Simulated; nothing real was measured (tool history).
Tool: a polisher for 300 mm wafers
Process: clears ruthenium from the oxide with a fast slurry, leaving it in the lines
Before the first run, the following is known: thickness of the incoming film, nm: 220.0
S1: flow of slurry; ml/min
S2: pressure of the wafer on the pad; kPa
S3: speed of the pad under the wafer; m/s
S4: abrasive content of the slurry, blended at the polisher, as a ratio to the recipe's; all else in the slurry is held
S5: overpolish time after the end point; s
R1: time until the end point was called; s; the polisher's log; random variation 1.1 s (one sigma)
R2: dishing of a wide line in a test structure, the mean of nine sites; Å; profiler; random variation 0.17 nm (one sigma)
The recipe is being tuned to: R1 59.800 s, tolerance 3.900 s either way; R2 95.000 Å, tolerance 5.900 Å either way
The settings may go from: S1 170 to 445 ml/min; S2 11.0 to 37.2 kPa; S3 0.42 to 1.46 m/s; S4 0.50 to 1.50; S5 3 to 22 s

run 1 hour=0.0 | S1=285 S2=24.1 S3=0.94 S4=1.00 S5=11 | R1=48.256 R2=395.700
run 2 hour=5.0 | S1=285 S2=24.1 S3=0.94 S4=1.00 S5=13 | R1=47.476 R2=470.180
run 3 hour=13.7 | S1=285 S2=24.1 S3=0.90 S4=1.00 S5=12 | R1=48.939 R2=412.300
run 4 hour=15.8 | S1=285 S2=21.4 S3=0.90 S4=1.00 S5=12 | R1=51.759 R2=385.360
run 5 hour=23.8 | S1=305 S2=20.0 S3=0.84 S4=1.05 S5=11 | R1=58.590 R2=331.110
run 6 hour=31.5 | S1=290 S2=19.3 S3=0.84 S4=1.00 S5=10 | R1=61.992 R2=301.250
run 7 hour=38.7 | S1=310 S2=19.3 S3=0.78 S4=1.05 S5=9 | R1=63.865 R2=255.100
run 8 hour=44.4 | S1=325 S2=19.3 S3=0.74 S4=1.10 S5=8 | R1=66.561 R2=225.190
run 9 hour=47.9 | S1=340 S2=20.0 S3=0.70 S4=1.15 S5=7 | R1=66.661 R2=201.590
run 10 hour=55.3 | S1=340 S2=20.0 S3=0.70 S4=1.15 S5=7 | R1=66.211 R2=193.400
run 11 hour=58.2 | S1=340 S2=15.9 S3=0.68 S4=1.15 S5=3 | R1=79.355 R2=71.088
run 12 hour=65.6 | S1=340 S2=16.5 S3=0.70 S4=1.15 S5=3 | R1=77.848 R2=75.312
run 13 hour=68.3 | S1=340 S2=17.2 S3=0.72 S4=1.15 S5=3 | R1=72.257 R2=79.222
run 14 hour=71.2 | S1=345 S2=17.9 S3=0.72 S4=1.15 S5=3 | R1=68.982 R2=82.587
run 15 hour=75.5 | S1=355 S2=19.3 S3=0.74 S4=1.15 S5=3 | R1=66.166 R2=86.702

Which single option among these 4 for the next run brings every result within its allowed miss of target? Just one does.
run A hour=79.8 | S1=315 S2=14.5 S3=0.68 S4=1.45 S5=4 | R1=? R2=?
run B hour=79.8 | S1=345 S2=18.6 S3=0.82 S4=1.20 S5=3 | R1=? R2=?
run C hour=79.8 | S1=360 S2=16.5 S3=0.72 S4=1.20 S5=4 | R1=? R2=?
run D hour=79.8 | S1=365 S2=17.9 S3=0.70 S4=1.10 S5=4 | R1=? R2=?

move=A R1=79.547 R2=95.132
move=B R1=59.351 R2=95.616
move=C R1=72.403 R2=104.280
move=D R1=71.711 R2=105.260
A: its largest miss is bigger than the last run's
B: in spec on every target
C: its largest miss is bigger than the last run's
D: its largest miss is bigger than the last run's
The move that meets every target is B.
